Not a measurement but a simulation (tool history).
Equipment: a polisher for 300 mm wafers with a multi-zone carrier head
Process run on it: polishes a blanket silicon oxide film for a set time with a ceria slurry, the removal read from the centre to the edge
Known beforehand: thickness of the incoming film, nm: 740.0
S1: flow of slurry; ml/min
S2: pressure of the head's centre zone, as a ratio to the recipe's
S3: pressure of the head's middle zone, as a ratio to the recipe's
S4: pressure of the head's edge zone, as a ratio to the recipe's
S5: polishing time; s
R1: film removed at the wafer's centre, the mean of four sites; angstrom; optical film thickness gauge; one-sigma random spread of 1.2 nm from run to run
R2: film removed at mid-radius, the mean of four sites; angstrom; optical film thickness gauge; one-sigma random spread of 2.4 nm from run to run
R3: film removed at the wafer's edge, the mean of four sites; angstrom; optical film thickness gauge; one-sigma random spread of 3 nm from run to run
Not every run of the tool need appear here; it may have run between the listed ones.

{"run": 1, "hour": 0.0, "S1": 260, "S2": 1, "S3": 1, "S4": 1, "S5": 54, "R1": 2456.8, "R2": 2440.1, "R3": 2482.6}
{"run": 2, "hour": 0.7, "S1": 260, "S2": 1, "S3": 1, "S4": 1, "S5": 60, "R1": 2732.2, "R2": 2746.6, "R3": 2709}
{"run": 3, "hour": 1.8, "S1": 290, "S2": 1, "S3": 1, "S4": 1, "S5": 60, "R1": 2723.3, "R2": 2819.9, "R3": 2699.6}
{"run": 4, "hour": 3.6, "S1": 330, "S2": 1, "S3": 1, "S4": 1, "S5": 60, "R1": 2795.1, "R2": 2832.6, "R3": 2777.7}
{"run": 5, "hour": 4.7, "S1": 330, "S2": 1, "S3": 0.96, "S4": 1, "S5": 60, "R1": 2809.7, "R2": 2628, "R3": 2761.3}
{"run": 6, "hour": 11.4, "S1": 330, "S2": 1, "S3": 0.89, "S4": 1, "S5": 60, "R1": 2813.7, "R2": 2488.4, "R3": 2742.5}
{"run": 7, "hour": 18.1, "S1": 325, "S2": 0.97, "S3": 0.89, "S4": 0.99, "S5": 58, "R1": 2622.7, "R2": 2438.6, "R3": 2645.9}
{"run": 8, "hour": 21.3, "S1": 270, "S2": 0.87, "S3": 0.81, "S4": 0.96, "S5": 43, "R1": 1747.6, "R2": 1682.3, "R3": 1967.5}

What does the tool deliver on the next run?
{"run": 9, "hour": 25.5, "S1": 270, "S2": 0.86, "S3": 0.82, "S4": 0.96, "S5": 43, "R1": "?", "R2": "?", "R3": "?"}

R1: 1714 angstrom
R2: 1660.9 angstrom
R3: 1943.9 angstrom

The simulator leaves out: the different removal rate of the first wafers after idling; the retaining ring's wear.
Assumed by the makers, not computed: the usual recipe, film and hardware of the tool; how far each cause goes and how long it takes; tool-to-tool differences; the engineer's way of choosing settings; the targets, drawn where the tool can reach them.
